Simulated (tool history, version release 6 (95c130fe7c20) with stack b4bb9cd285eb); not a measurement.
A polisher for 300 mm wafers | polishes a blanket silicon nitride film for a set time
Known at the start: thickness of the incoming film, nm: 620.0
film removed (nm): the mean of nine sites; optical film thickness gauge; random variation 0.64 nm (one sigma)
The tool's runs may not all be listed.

run    day  flow of slurry (ml/min)  pressure of the wafer on the pad (kPa)  speed of the pad under the wafer (m/s)  polishing time (s)  film removed (nm)
  1      0                      245                                    15.9                                       1                  95              95.29
  2   0.05                      190                                    15.9                                       1                  95             89.529
  3  0.158                      190                                    15.9                                    1.24                  95             106.33
  4    0.3                      145                                    15.9                                    1.24                  95             98.708
  5  0.604                      145                                    15.9                                    1.14                  95             91.851
  6  0.762                      145                                    12.4                                    1.14                  95             72.283
  7  0.942                      170                                    12.4                                    1.14                  95              77.48
  8  1.125                      185                                    12.4                                    1.14                  95             77.705
  9  1.338                      200                                    12.4                                    1.14                  95              78.19

Run 10 comes next. What will it give?
 10  1.462                      215                                    12.4                                    1.14                  95                  ?

{"run 10": {"film removed (nm)": 80.356}}
